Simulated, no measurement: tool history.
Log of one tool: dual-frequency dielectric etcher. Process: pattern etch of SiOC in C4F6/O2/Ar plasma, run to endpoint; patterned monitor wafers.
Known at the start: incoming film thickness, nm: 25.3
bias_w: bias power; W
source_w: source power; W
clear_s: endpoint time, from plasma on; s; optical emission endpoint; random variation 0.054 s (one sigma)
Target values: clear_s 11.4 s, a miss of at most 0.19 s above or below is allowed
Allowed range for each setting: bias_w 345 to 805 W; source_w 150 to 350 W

run,day,bias_w,source_w,clear_s
1,0,575,250,9.5465
2,0.058,575,210,10.164
3,0.425,498,210,10.866
4,0.742,498,230,10.405
5,0.996,457,230,10.841
6,1.296,527,230,10.21
7,1.629,509,230,10.41
8,1.717,494,230,10.474
9,1.812,479,230,10.629
10,2.021,467,230,10.797
11,2.308,459,230,10.926

Which single option among these 4 for the next run brings every result within its allowed miss of target? Just one does.
A,2.596,363,230,?
B,2.596,490,160,?
C,2.596,425,220,?
D,2.596,494,150,?

move,clear_s
A,11.833
B,11.792
C,11.273
D,11.993
A: takes the biggest miss from the last run beyond its target
B: takes the biggest miss from the last run beyond its target
C: every result lands within tolerance
D: takes the biggest miss from the last run beyond its target
Correct choice: C, which meets every target
